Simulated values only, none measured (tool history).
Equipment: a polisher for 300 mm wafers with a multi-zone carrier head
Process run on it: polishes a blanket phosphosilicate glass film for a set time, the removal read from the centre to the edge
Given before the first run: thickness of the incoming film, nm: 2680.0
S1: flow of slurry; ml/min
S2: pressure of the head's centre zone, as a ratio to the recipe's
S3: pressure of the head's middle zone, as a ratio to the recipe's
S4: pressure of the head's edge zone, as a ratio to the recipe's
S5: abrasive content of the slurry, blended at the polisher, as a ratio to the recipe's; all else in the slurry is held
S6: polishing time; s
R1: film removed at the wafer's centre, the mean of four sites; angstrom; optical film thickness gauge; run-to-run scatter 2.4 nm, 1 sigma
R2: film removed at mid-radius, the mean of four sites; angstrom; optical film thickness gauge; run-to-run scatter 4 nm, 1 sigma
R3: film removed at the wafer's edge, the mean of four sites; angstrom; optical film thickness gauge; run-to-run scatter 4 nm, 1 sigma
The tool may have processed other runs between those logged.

| run | day | S1 | S2 | S3 | S4 | S5 | S6 | R1 | R2 | R3 |
|---|---|---|---|---|---|---|---|---|---|---|
| 1 | 0.000 | 245 | 1.00 | 1.00 | 1.00 | 1.00 | 43 | 2188.5 | 2192.8 | 2177.3 |
| 2 | 0.262 | 245 | 0.96 | 1.00 | 1.00 | 1.00 | 43 | 2047.4 | 2229.4 | 2132.5 |
| 3 | 0.571 | 240 | 0.99 | 1.01 | 1.04 | 1.10 | 43 | 2220.5 | 2258.4 | 2343.3 |
| 4 | 0.900 | 240 | 0.92 | 1.01 | 1.04 | 1.10 | 43 | 2064.1 | 2305.2 | 2350.5 |
| 5 | 1.167 | 240 | 0.92 | 1.01 | 0.98 | 1.10 | 43 | 2074.7 | 2287.9 | 2258.1 |
| 6 | 1.362 | 205 | 0.92 | 1.01 | 0.98 | 1.10 | 43 | 2021.3 | 2276.3 | 2148.7 |
| 7 | 1.579 | 230 | 0.97 | 1.05 | 1.01 | 1.15 | 43 | 2199.5 | 2384.9 | 2326.8 |

What will run 8 give?
| 8 | 1.758 | 250 | 1.01 | 1.07 | 1.03 | 1.20 | 43 | ? | ? | ? |

Logged for run 8: R1 2365.3 angstrom, R2 2433.9 angstrom, R3 2330.1 angstrom.

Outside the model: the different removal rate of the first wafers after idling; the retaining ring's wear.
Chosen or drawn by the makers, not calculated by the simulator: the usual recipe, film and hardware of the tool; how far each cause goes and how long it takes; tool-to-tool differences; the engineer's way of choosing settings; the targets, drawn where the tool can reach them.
